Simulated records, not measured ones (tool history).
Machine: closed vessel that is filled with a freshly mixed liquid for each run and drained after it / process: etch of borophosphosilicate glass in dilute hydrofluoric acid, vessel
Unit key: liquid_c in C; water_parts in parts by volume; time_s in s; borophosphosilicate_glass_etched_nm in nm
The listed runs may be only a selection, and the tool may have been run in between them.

run  hour  liquid_c  water_parts  time_s  borophosphosilicate_glass_etched_nm
  1     0        25          195      30                               8.6592
  2   7.8        22          195      30                               7.7209
  3  13.2        22          195      30                               7.7316
  4  19.7        24          180      30                               9.1697
  5  27.2      25.5          170      30                               10.356
  6    34      25.5          170      30                               10.479

Expected results for the next run?
  7  41.4      29.5          120      30                                    ?

{"run 7": {"borophosphosilicate_glass_etched_nm": 17.976}}

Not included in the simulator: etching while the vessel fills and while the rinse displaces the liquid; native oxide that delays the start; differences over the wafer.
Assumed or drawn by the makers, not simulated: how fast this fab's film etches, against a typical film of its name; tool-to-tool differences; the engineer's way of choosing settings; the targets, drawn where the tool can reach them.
